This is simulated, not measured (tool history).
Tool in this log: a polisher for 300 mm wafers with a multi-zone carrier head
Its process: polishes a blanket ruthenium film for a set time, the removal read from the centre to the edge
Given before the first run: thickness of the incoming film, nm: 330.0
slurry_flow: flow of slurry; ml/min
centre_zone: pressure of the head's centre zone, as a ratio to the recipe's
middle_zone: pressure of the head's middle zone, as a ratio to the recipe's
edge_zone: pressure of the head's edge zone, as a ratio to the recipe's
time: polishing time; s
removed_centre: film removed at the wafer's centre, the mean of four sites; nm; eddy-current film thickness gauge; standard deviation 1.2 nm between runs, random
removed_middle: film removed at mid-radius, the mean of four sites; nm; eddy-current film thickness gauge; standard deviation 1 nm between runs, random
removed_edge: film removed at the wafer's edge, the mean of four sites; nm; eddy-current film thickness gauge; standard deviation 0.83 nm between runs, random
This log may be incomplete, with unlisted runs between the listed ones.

run,day,slurry_flow,centre_zone,middle_zone,edge_zone,time,removed_centre,removed_middle,removed_edge
1,0.000,265,1.00,1.00,1.00,67,77.618,77.143,77.745
2,0.275,195,1.00,1.00,1.00,67,75.026,73.145,76.532
3,0.504,195,1.00,0.94,1.00,67,74.837,69.879,77.925
4,0.529,195,0.92,0.94,1.00,67,70.019,70.500,75.584
5,0.862,195,0.92,0.94,1.00,59,62.028,61.116,67.799
6,1.142,230,0.92,0.94,1.00,59,61.292,63.129,69.567
7,1.312,240,1.02,1.04,0.98,77,89.723,88.959,89.621
8,1.571,260,1.05,1.07,0.98,77,94.147,90.324,89.932
9,1.796,280,1.06,1.10,0.97,78,95.169,97.531,90.125
10,1.829,295,1.08,1.11,0.97,78,98.321,98.280,92.229
11,2.083,295,1.08,1.11,0.97,78,99.740,95.789,90.523

Expected results for the next run?
12,2.133,305,1.09,1.13,0.97,78,?,?,?

Logged for run 12: removed_centre 101.030 nm, removed_middle 101.690 nm, removed_edge 92.479 nm.

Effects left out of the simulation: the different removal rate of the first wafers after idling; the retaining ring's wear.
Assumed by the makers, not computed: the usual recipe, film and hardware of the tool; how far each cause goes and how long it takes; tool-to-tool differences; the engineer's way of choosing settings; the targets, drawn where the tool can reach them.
